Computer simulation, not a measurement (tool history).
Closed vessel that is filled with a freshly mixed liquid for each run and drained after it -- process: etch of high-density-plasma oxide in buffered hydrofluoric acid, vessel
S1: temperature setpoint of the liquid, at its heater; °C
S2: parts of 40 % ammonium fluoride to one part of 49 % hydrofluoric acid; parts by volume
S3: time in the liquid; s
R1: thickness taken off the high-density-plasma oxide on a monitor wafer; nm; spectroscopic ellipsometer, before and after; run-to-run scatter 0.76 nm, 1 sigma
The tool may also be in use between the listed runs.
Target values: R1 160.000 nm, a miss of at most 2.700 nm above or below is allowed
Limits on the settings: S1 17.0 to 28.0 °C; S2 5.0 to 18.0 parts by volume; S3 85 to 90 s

run	hour	S1	S2	S3	R1
1	0.0	20.0	11.0	85	93.039
2	4.8	20.0	11.0	90	98.722
3	8.1	22.0	11.0	90	110.390
4	10.8	23.5	11.0	90	120.560
5	19.7	24.5	11.0	90	125.200
6	26.4	25.5	11.0	90	134.990
7	28.1	26.0	11.0	90	136.190
8	34.1	26.5	11.0	90	141.220
9	42.1	27.0	11.0	90	145.120
10	49.4	27.5	10.5	90	155.790

Exactly one of the 4 candidate moves below puts every result within its allowed miss. Which one?
A	56.7	26.5	9.0	90	?
B	56.7	28.0	11.0	90	?
C	56.7	28.0	10.0	90	?
D	56.7	26.0	9.0	90	?

move	R1
A	164.350
B	151.890
C	166.650
D	160.000
A: takes the result that was furthest off past its target
B: further off than the last run
C: takes the result that was furthest off past its target
D: in spec on every target
Correct choice: D, which meets every target
